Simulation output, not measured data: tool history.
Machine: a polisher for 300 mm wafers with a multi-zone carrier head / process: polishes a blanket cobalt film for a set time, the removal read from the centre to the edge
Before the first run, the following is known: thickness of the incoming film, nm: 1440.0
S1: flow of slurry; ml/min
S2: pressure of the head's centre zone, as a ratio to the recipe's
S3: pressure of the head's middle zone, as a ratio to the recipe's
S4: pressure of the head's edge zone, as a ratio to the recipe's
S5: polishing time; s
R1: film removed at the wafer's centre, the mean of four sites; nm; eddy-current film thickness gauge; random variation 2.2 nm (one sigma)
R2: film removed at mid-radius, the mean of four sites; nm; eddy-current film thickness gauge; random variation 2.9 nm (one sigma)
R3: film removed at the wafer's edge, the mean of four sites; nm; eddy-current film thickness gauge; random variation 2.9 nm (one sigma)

{"run": 1, "hour": 0.0, "S1": 205, "S2": 1, "S3": 1, "S4": 1, "S5": 35, "R1": 202.37, "R2": 191.72, "R3": 198.28}
{"run": 2, "hour": 4.4, "S1": 205, "S2": 1, "S3": 1, "S4": 1, "S5": 40, "R1": 229.23, "R2": 221.46, "R3": 224.89}
{"run": 3, "hour": 9.4, "S1": 205, "S2": 1, "S3": 1, "S4": 1.05, "S5": 40, "R1": 225.27, "R2": 222.08, "R3": 230.28}
{"run": 4, "hour": 15.4, "S1": 205, "S2": 1.07, "S3": 1, "S4": 1.05, "S5": 40, "R1": 240.57, "R2": 224.78, "R3": 232.78}
{"run": 5, "hour": 16.7, "S1": 250, "S2": 1.07, "S3": 1, "S4": 1.05, "S5": 40, "R1": 249.87, "R2": 224.3, "R3": 233.99}
{"run": 6, "hour": 19.7, "S1": 250, "S2": 1.07, "S3": 1, "S4": 1.05, "S5": 47, "R1": 292.57, "R2": 271.29, "R3": 268.85}
{"run": 7, "hour": 28.0, "S1": 250, "S2": 1.05, "S3": 0.99, "S4": 1.03, "S5": 46, "R1": 283.78, "R2": 256.25, "R3": 260.72}
{"run": 8, "hour": 36.0, "S1": 250, "S2": 1.03, "S3": 0.99, "S4": 1.02, "S5": 46, "R1": 272.76, "R2": 255.64, "R3": 266.67}
{"run": 9, "hour": 42.4, "S1": 245, "S2": 1.02, "S3": 1, "S4": 1.01, "S5": 45, "R1": 267.59, "R2": 250.51, "R3": 261.52}
{"run": 10, "hour": 45.5, "S1": 235, "S2": 1.02, "S3": 1, "S4": 1.01, "S5": 44, "R1": 255.09, "R2": 245.58, "R3": 255.37}
{"run": 11, "hour": 51.1, "S1": 230, "S2": 1.02, "S3": 1.01, "S4": 1.01, "S5": 43, "R1": 250.22, "R2": 238.74, "R3": 243.05}
{"run": 12, "hour": 53.0, "S1": 230, "S2": 1.01, "S3": 1.01, "S4": 1, "S5": 43, "R1": 250.63, "R2": 245.29, "R3": 248.75}
{"run": 13, "hour": 57.9, "S1": 225, "S2": 1.01, "S3": 1.01, "S4": 0.99, "S5": 43, "R1": 253.04, "R2": 237.46, "R3": 244.55}
{"run": 14, "hour": 64.5, "S1": 225, "S2": 1.01, "S3": 1.02, "S4": 0.99, "S5": 43, "R1": 246.8, "R2": 241.91, "R3": 243.31}

What does the tool deliver on the next run?
{"run": 15, "hour": 71.5, "S1": 225, "S2": 1.01, "S3": 1.02, "S4": 0.98, "S5": 43, "R1": "?", "R2": "?", "R3": "?"}

Run 15 produced R1 248.93 nm, R2 245.97 nm, R3 244.82 nm.
